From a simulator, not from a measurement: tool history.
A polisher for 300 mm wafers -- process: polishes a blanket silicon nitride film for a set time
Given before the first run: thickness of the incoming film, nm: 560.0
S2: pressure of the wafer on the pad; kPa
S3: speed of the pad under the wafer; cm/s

{"run": 1, "hour": 0.0, "flow of slurry (ml/min)": 250, "S2": 27.6, "S3": 104, "polishing time (s)": 79, "film removed (angstrom)": 1570.2}
{"run": 2, "hour": 4.4, "flow of slurry (ml/min)": 250, "S2": 33.1, "S3": 104, "polishing time (s)": 79, "film removed (angstrom)": 1827.7}
{"run": 3, "hour": 13.3, "flow of slurry (ml/min)": 250, "S2": 29.0, "S3": 104, "polishing time (s)": 79, "film removed (angstrom)": 1619.3}
{"run": 4, "hour": 16.2, "flow of slurry (ml/min)": 250, "S2": 29.0, "S3": 104, "polishing time (s)": 79, "film removed (angstrom)": 1632.7}
{"run": 5, "hour": 18.9, "flow of slurry (ml/min)": 250, "S2": 29.0, "S3": 104, "polishing time (s)": 79, "film removed (angstrom)": 1620.0}
{"run": 6, "hour": 23.5, "flow of slurry (ml/min)": 250, "S2": 29.0, "S3": 104, "polishing time (s)": 83, "film removed (angstrom)": 1687.9}
{"run": 7, "hour": 30.3, "flow of slurry (ml/min)": 250, "S2": 27.6, "S3": 104, "polishing time (s)": 83, "film removed (angstrom)": 1624.3}
{"run": 8, "hour": 30.9, "flow of slurry (ml/min)": 250, "S2": 26.2, "S3": 104, "polishing time (s)": 83, "film removed (angstrom)": 1527.5}
{"run": 9, "hour": 33.0, "flow of slurry (ml/min)": 250, "S2": 25.5, "S3": 104, "polishing time (s)": 83, "film removed (angstrom)": 1513.4}

What will run 10 give?
{"run": 10, "hour": 36.8, "flow of slurry (ml/min)": 250, "S2": 25.5, "S3": 104, "polishing time (s)": 83, "film removed (angstrom)": "?"}

Run 10 yielded film removed (angstrom) 1497.4.
